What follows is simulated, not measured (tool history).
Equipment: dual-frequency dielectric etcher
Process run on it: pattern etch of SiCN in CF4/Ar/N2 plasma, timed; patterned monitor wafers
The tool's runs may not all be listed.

run,day,source power (W),bias power (W),Ar flow (sccm),CF4 flow (sccm),etch time (s),mean etch depth across the wafer (angstrom)
1,0.000,430,71,105,65,67.5,534.31
2,0.238,430,71,105,65,61.5,488.27
3,0.500,470,71,105,65,61.5,513.19
4,0.721,470,71,89,65,61.5,527.25
5,0.892,430,71,89,65,61.5,496.58
6,1.238,430,71,89,54,61.5,473.95
7,1.258,420,71,89,54,61.5,468.43

Forecast run 8:
8,1.321,410,71,89,54,61.5,?

{"run 8": {"mean etch depth across the wafer (angstrom)": 460.72}}
